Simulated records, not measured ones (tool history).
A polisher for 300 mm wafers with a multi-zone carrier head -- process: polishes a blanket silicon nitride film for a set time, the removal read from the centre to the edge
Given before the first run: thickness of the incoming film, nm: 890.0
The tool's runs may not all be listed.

run,hour,flow of slurry (ml/min),pressure of the head's centre zone,pressure of the head's middle zone,pressure of the head's edge zone,polishing time (s),film removed at the wafer's centre (Å),film removed at mid-radius (Å),film removed at the wafer's edge (Å)
1,0,285,1,1,1,51,734.15,692.63,696.57
2,7.9,240,1,1,1,51,701.84,688.94,663.4
3,10.8,240,1,1,1,56,770.34,765.52,742.29
4,15.8,240,1,0.93,1,56,783.25,699.17,741.31
5,24,240,1,0.93,1,64,883.48,805.11,826.59
# hour 26.3: centre zone pressure recalibrated
6,26.3,220,1,0.94,0.95,56,727.63,701.73,709.42

Run 7 has not been measured yet. What should we expect?
7,27.3,235,1.04,0.96,0.91,50,?,?,?

Run 7 measured film removed at the wafer's centre (Å) 677.98, film removed at mid-radius (Å) 653.16, film removed at the wafer's edge (Å) 630.97.
